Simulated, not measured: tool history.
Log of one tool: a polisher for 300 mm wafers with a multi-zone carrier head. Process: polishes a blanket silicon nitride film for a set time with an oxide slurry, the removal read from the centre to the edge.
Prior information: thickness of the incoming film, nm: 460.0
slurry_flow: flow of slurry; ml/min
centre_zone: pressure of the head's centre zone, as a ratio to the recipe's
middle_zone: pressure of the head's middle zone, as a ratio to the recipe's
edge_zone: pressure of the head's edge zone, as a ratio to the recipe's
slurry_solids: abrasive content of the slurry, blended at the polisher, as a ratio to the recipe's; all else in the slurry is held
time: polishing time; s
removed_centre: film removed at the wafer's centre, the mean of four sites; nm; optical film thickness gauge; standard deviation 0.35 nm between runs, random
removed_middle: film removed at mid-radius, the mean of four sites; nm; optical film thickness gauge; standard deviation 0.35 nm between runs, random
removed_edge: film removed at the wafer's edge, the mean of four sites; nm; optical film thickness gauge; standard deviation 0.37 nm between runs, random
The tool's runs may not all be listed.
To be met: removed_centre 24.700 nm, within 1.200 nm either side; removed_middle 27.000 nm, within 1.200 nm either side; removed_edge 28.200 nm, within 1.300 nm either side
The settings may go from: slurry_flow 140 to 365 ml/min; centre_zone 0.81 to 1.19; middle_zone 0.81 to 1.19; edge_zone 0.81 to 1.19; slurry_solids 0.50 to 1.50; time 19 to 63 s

run,hour,slurry_flow,centre_zone,middle_zone,edge_zone,slurry_solids,time,removed_centre,removed_middle,removed_edge
1,0.0,235,1.00,1.00,1.00,1.00,41,36.300,34.554,34.653
2,8.2,235,1.00,1.00,1.00,1.00,46,40.184,38.945,38.647
3,9.1,280,1.00,1.00,1.00,1.00,46,40.515,38.616,38.955
4,17.3,280,0.96,0.99,1.00,0.90,45,36.661,36.162,37.992
5,24.6,280,0.90,0.99,1.00,0.90,45,35.421,37.094,37.443
6,32.6,280,0.90,0.99,1.00,0.90,38,29.793,31.546,30.921
7,33.4,280,0.88,0.98,1.00,0.85,38,28.764,30.538,29.796
8,40.2,285,0.86,0.97,1.02,0.80,38,27.133,29.257,30.387
9,47.5,285,0.86,0.97,1.02,0.80,38,26.755,29.162,30.482

5 next moves are on the table. One of them brings every result within its allowed miss. Which?
A,54.8,255,0.91,1.08,0.94,0.85,36,?,?,?
B,54.8,285,0.82,1.02,1.09,0.65,43,?,?,?
C,54.8,330,0.95,0.85,0.93,0.80,41,?,?,?
D,54.8,240,0.87,1.11,1.01,0.55,40,?,?,?
E,54.8,305,0.81,0.92,1.01,1.00,33,?,?,?

move,removed_centre,removed_middle,removed_edge
A,27.395,30.564,27.721
B,27.611,32.083,32.747
C,32.633,28.651,31.505
D,24.954,29.654,27.225
E,24.517,26.403,28.289
A: lands further from the targets than the last run did
B: lands further from the targets than the last run did
C: lands further from the targets than the last run did
D: lands further from the targets than the last run did
E: hits every target within its allowed miss
Go with E: it meets all targets.

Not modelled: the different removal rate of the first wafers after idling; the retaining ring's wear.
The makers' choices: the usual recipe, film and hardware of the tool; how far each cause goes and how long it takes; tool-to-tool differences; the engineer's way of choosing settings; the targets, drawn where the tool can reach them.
